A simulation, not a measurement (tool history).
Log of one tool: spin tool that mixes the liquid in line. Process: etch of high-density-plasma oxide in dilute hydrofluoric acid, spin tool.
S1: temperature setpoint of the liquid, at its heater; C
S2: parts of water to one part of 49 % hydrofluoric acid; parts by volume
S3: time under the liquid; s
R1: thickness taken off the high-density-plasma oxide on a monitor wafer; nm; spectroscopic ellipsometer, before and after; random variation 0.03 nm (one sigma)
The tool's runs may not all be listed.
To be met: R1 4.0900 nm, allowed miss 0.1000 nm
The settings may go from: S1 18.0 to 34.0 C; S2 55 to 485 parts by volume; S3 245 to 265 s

{"run": 1, "hour": 0.0, "S1": 26.0, "S2": 270, "S3": 245, "R1": 7.3528}
{"run": 2, "hour": 1.8, "S1": 29.0, "S2": 270, "S3": 245, "R1": 8.2978}
{"run": 3, "hour": 7.6, "S1": 25.5, "S2": 290, "S3": 245, "R1": 6.657}
{"run": 4, "hour": 12.7, "S1": 23.5, "S2": 305, "S3": 245, "R1": 5.7619}
{"run": 5, "hour": 14.6, "S1": 22.0, "S2": 315, "S3": 245, "R1": 5.2778}
{"hour": 23.2, "done": "thermometer replaced"}
{"run": 6, "hour": 23.2, "S1": 21.0, "S2": 325, "S3": 245, "R1": 4.6836}
{"run": 7, "hour": 28.5, "S1": 20.0, "S2": 325, "S3": 245, "R1": 4.5363}
{"run": 8, "hour": 35.8, "S1": 19.5, "S2": 325, "S3": 245, "R1": 4.3943}
{"run": 9, "hour": 43.5, "S1": 19.5, "S2": 325, "S3": 245, "R1": 4.4233}
{"run": 10, "hour": 46.5, "S1": 19.0, "S2": 325, "S3": 245, "R1": 4.3873}
{"run": 11, "hour": 53.6, "S1": 18.5, "S2": 325, "S3": 245, "R1": 4.2794}

Which of these 4 next moves meets every target?
{"run": "A", "hour": 60.7, "S1": 18.5, "S2": 335, "S3": 265, "R1": "?"}
{"run": "B", "hour": 60.7, "S1": 18.0, "S2": 305, "S3": 255, "R1": "?"}
{"run": "C", "hour": 60.7, "S1": 18.0, "S2": 315, "S3": 260, "R1": "?"}
{"run": "D", "hour": 60.7, "S1": 18.5, "S2": 360, "S3": 265, "R1": "?"}

move=A R1=4.4383
move=B R1=4.7234
move=C R1=4.6238
move=D R1=4.0451
A: further off than the last run
B: further off than the last run
C: further off than the last run
D: meets every target
Move D is the one to make.

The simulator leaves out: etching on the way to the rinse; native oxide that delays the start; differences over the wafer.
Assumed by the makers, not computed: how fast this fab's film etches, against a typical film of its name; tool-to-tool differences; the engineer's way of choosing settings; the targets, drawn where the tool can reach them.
